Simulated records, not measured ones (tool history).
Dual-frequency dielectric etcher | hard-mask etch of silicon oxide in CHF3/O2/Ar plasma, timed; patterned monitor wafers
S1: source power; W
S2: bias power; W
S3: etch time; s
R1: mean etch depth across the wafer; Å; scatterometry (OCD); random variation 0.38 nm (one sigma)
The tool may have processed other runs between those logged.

run	hour	S1	S2	S3	R1
1	0	490	179	33.5	598.33
2	7.8	510	183	33.5	610.06
3	8.6	510	183	33.5	608.09
4	16.3	510	183	35	636.22
5	19.7	520	186	35	643.82
6	23.2	520	186	33.5	613.4
7	27.3	530	191	33.5	633.4

What will run 8 give?
8	34.1	630	205	33.5	?

For run 8 the tool returned R1 706.27 Å.

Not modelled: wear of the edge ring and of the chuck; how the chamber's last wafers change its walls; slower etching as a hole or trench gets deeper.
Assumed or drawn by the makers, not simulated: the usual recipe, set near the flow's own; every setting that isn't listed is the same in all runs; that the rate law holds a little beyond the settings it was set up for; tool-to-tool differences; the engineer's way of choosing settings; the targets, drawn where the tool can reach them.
